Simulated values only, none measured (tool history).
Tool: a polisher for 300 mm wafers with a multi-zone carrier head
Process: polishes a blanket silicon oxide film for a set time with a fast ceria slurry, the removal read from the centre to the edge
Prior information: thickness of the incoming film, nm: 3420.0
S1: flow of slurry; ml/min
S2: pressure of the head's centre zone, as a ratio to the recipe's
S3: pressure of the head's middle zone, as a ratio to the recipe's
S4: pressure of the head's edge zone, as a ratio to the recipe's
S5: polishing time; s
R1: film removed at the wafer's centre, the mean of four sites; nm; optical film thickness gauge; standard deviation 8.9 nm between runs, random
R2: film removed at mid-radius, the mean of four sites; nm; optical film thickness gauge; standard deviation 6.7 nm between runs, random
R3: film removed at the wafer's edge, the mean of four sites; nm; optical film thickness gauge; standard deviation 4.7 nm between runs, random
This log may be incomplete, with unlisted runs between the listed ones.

run 1 hour=0 | S1=165 S2=1 S3=1 S4=1 S5=46 | R1=606.13 R2=594.42 R3=605.88
run 2 hour=1.8 | S1=185 S2=1 S3=1 S4=1 S5=46 | R1=635.9 R2=607.85 R3=607.94
run 3 hour=2.5 | S1=185 S2=1 S3=1 S4=1.06 S5=46 | R1=617.49 R2=607.75 R3=621.16
run 4 hour=3.9 | S1=185 S2=1 S3=1 S4=1.12 S5=46 | R1=610.34 R2=596.39 R3=646.43
run 5 hour=9 | S1=190 S2=1 S3=1 S4=1.14 S5=46 | R1=608.14 R2=601.93 R3=651.66
run 6 hour=15.4 | S1=190 S2=1 S3=1 S4=1.14 S5=37 | R1=498.74 R2=488.26 R3=514.07
run 7 hour=21.3 | S1=185 S2=1 S3=1 S4=1.15 S5=41 | R1=548.07 R2=542.99 R3=587.75

What will run 8 give?
run 8 hour=23.3 | S1=180 S2=1.01 S3=1 S4=1.16 S5=43 | R1=? R2=? R3=?

R1: 591.07 nm
R2: 568.65 nm
R3: 607.87 nm
